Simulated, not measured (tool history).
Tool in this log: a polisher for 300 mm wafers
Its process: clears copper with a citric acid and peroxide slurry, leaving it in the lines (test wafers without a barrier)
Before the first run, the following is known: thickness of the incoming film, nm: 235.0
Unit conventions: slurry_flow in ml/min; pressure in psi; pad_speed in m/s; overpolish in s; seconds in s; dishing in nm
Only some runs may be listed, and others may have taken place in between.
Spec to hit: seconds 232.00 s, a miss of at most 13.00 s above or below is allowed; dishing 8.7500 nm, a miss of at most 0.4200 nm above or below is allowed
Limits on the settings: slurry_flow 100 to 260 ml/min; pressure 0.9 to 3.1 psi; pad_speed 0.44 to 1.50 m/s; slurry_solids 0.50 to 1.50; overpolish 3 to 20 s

run,hour,slurry_flow,pressure,pad_speed,slurry_solids,overpolish,seconds,dishing
1,0.0,165,2.0,0.96,1.00,10,188.56,7.0324
2,1.7,165,2.0,0.76,1.00,10,231.36,5.9239
3,3.4,165,2.0,0.76,1.00,7,236.05,4.3816
4,8.1,165,2.0,0.96,1.00,7,184.45,5.1956
5,11.8,165,2.0,0.96,1.00,8,186.56,6.0231
6,13.2,130,2.0,0.96,1.00,8,197.93,5.6750
7,14.7,125,2.0,0.96,1.00,9,200.66,6.2764
8,22.7,120,2.0,0.96,1.00,10,204.57,6.6781
9,28.7,120,2.0,0.96,1.00,11,205.79,7.2818
10,34.2,110,1.9,0.96,1.00,13,217.26,8.2002
# hour 36.0: slurry blender recalibrated
11,36.0,105,1.8,0.96,1.00,14,209.43,8.5134
12,38.4,105,1.8,0.94,1.00,14,216.67,8.1220

Which of these 5 next moves meets every target?
A,40.8,125,2.2,0.72,0.95,14,?,?
B,40.8,100,2.0,0.84,0.90,16,?,?
C,40.8,110,1.7,0.96,1.15,12,?,?
D,40.8,110,1.8,0.84,1.05,14,?,?
E,40.8,105,2.0,0.98,1.20,13,?,?

move,seconds,dishing
A,234.07,7.9808
B,235.31,8.7920
C,216.87,7.4815
D,240.42,7.8001
E,186.91,8.9303
A: further off than the last run
B: each result inside its tolerance
C: further off than the last run
D: further off than the last run
E: meets the target for the result that was furthest off, but another lies outside its allowed miss
B meets every target.
